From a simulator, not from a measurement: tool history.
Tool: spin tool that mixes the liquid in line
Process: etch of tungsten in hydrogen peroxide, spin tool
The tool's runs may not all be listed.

run,hour,temperature setpoint of the liquid (K),concentration of hydrogen peroxide in the mixed liquid (% by weight),time under the liquid (s),thickness taken off the tungsten on a monitor wafer (nm)
1,0,322.15,17.5,50,100.83
2,2.4,322.15,19.5,50,106.33
3,4.1,322.15,19.5,50,106.86
4,9.8,328.15,19.5,50,154.3
5,12.4,328.15,19.5,50,155.78
6,13.9,328.15,16,50,140.39
7,15.2,320.15,15.5,50,84.316
8,17.6,319.15,15.5,50,79.224

Run 9 comes next. What will it give?
9,25.7,318.15,15.5,50,?

Run 9 gave thickness taken off the tungsten on a monitor wafer (nm) 74.838.

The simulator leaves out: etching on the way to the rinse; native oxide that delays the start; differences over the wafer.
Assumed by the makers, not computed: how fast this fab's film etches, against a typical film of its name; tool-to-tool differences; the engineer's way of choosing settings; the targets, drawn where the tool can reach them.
